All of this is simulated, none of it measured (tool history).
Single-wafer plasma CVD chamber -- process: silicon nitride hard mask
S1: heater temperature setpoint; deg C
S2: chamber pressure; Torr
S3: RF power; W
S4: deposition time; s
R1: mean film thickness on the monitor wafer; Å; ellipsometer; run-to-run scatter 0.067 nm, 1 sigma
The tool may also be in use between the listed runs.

| run | hour | S1 | S2 | S3 | S4 | R1 |
|---|---|---|---|---|---|---|
| 1 | 0 | 405 | 1.16 | 235 | 15.8 | 133.76 |
| 2 | 8.7 | 405 | 1.13 | 235 | 15.8 | 134.03 |
| 3 | 17.1 | 405 | 1.1 | 235 | 15.8 | 131.46 |
| 4 | 22.4 | 405 | 1.1 | 235 | 15 | 126.4 |
| 5 | 30 | 399 | 1.1 | 235 | 15 | 125.97 |
| 6 | 36.1 | 399 | 1.1 | 235 | 15.8 | 131.64 |
| 7 | 41.8 | 399 | 1.08 | 235 | 15.8 | 130.63 |
| 8 | 48.1 | 399 | 1.06 | 235 | 15.8 | 129.96 |
| 9 | 52.9 | 399 | 1.04 | 235 | 15.8 | 129.33 |
| 10 | 55.2 | 399 | 1.02 | 235 | 15.8 | 128.96 |
| 11 | 55.9 | 399 | 1 | 235 | 15.8 | 127.77 |

Run 12 has not been measured yet. What should we expect?
| 12 | 59.5 | 399 | 0.99 | 235 | 15.8 | ? |

R1: 127.03 Å
